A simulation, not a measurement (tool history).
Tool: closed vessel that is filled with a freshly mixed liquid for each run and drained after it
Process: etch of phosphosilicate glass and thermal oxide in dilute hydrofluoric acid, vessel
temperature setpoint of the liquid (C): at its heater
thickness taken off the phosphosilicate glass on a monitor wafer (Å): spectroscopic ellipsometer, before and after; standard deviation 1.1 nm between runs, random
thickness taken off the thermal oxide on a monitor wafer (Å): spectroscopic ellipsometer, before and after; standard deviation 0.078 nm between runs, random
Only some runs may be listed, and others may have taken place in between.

| run | hour | temperature setpoint of the liquid (C) | parts of water to one part of 49 % hydrofluoric acid (parts by volume) | time in the liquid (s) | thickness taken off the phosphosilicate glass on a monitor wafer (Å) | thickness taken off the thermal oxide on a monitor wafer (Å) |
|---|---|---|---|---|---|---|
| 1 | 0 | 23 | 170 | 60 | 532.64 | 11.191 |
| 2 | 1.3 | 25.5 | 130 | 60 | 817.43 | 16.798 |
| 3 | 4.8 | 27 | 110 | 60 | 1038.4 | 21.278 |
| 4 | 11.3 | 28 | 100 | 60 | 1202.9 | 25.147 |
| 5 | 15.8 | 29 | 95 | 60 | 1336.6 | 28.156 |
| 6 | 22.9 | 29.5 | 90 | 60 | 1445.2 | 28.425 |
| 7 | 26.7 | 30 | 85 | 60 | 1556.3 | 33.408 |
|  | 29.7 | hydrofluoric acid flow meter replaced |
| 8 | 29.7 | 28.5 | 70 | 60 | 2104.3 | 43.392 |
| 9 | 38.1 | 29 | 75 | 60 | 1995.7 | 40.173 |
| 10 | 46.7 | 25 | 85 | 60 | 1483.3 | 29.386 |

Estimate the outcome of run 11 from the log above:
| 11 | 49.2 | 26 | 85 | 60 | ? | ? |

thickness taken off the phosphosilicate glass on a monitor wafer (Å): 1533.1
thickness taken off the thermal oxide on a monitor wafer (Å): 31.226
